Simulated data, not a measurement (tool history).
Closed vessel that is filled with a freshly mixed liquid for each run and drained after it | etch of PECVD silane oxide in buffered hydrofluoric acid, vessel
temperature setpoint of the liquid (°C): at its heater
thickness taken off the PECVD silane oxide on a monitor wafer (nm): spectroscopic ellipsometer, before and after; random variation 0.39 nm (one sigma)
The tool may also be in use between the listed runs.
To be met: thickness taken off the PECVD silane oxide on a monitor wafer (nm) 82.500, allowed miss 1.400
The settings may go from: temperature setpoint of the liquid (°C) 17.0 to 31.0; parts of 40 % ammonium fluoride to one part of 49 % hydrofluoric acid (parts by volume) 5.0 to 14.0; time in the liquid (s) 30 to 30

| run | hour | temperature setpoint of the liquid (°C) | parts of 40 % ammonium fluoride to one part of 49 % hydrofluoric acid (parts by volume) | time in the liquid (s) | thickness taken off the PECVD silane oxide on a monitor wafer (nm) |
|---|---|---|---|---|---|
| 1 | 0.0 | 23.0 | 8.5 | 30 | 56.482 |
| 2 | 4.5 | 24.5 | 8.5 | 30 | 61.311 |
| 3 | 11.8 | 24.5 | 8.5 | 30 | 60.729 |
| 4 | 15.2 | 26.0 | 8.5 | 30 | 65.787 |
| 5 | 19.7 | 26.0 | 10.0 | 30 | 57.513 |
| 6 | 28.4 | 28.5 | 10.0 | 30 | 65.656 |
| 7 | 33.3 | 29.0 | 10.0 | 30 | 67.134 |
| 8 | 37.4 | 29.5 | 10.0 | 30 | 68.758 |

4 next moves are on the table. One of them brings every result within its allowed miss. Which?
| A | 41.5 | 29.5 | 9.5 | 30 | ? |
| B | 41.5 | 31.0 | 9.0 | 30 | ? |
| C | 41.5 | 30.5 | 9.5 | 30 | ? |
| D | 41.5 | 28.0 | 10.0 | 30 | ? |

| move | thickness taken off the PECVD silane oxide on a monitor wafer (nm) |
|---|---|
| A | 72.555 |
| B | 82.425 |
| C | 76.462 |
| D | 63.759 |
A: nearer than the last run, and not there yet
B: meets every target
C: nearer than the last run, and not there yet
D: further off than the last run
The right move is B.
